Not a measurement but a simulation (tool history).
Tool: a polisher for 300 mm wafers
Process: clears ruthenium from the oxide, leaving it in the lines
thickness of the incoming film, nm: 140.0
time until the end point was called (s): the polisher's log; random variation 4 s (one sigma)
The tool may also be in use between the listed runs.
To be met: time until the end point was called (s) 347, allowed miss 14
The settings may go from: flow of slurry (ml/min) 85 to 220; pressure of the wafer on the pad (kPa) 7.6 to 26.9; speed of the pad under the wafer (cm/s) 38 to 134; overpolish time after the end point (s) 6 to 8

| run | day | flow of slurry (ml/min) | pressure of the wafer on the pad (kPa) | speed of the pad under the wafer (cm/s) | overpolish time after the end point (s) | time until the end point was called (s) |
|---|---|---|---|---|---|---|
| 1 | 0 | 140 | 17.2 | 86 | 8 | 133.21 |
| 2 | 0.146 | 140 | 17.2 | 86 | 6 | 133.04 |
| 3 | 0.396 | 140 | 17.2 | 74 | 6 | 149.58 |
| 4 | 0.538 | 105 | 17.2 | 74 | 6 | 161.68 |
| 5 | 0.596 | 100 | 15.2 | 70 | 6 | 195.1 |
| 6 | 0.871 | 85 | 15.2 | 70 | 6 | 205.63 |
| 7 | 1.046 | 85 | 13.8 | 70 | 6 | 213.83 |
| 8 | 1.233 | 85 | 12.4 | 68 | 6 | 243.29 |
| 9 | 1.471 | 85 | 11.7 | 66 | 6 | 265.67 |
| 10 | 1.7 | 85 | 11 | 66 | 6 | 277.98 |
| 11 | 1.917 | 85 | 10.3 | 66 | 6 | 290.81 |
| 12 | 1.958 | 85 | 9.7 | 66 | 6 | 304.47 |
| 13 | 2.042 | 85 | 7.6 | 64 | 6 | 380.97 |

Which of these 5 next moves meets every target?
| A | 2.125 | 150 | 7.6 | 66 | 7 | ? |
| B | 2.125 | 135 | 7.6 | 52 | 8 | ? |
| C | 2.125 | 95 | 9.7 | 58 | 8 | ? |
| D | 2.125 | 115 | 7.6 | 74 | 6 | ? |
| E | 2.125 | 130 | 8.3 | 64 | 6 | ? |

| move | time until the end point was called (s) |
|---|---|
| A | 325.14 |
| B | 417.06 |
| C | 343.11 |
| D | 308.57 |
| E | 323.29 |
A: takes the result that was furthest off past its target
B: further off than the last run
C: meets every target
D: takes the result that was furthest off past its target
E: takes the result that was furthest off past its target
Answer: C

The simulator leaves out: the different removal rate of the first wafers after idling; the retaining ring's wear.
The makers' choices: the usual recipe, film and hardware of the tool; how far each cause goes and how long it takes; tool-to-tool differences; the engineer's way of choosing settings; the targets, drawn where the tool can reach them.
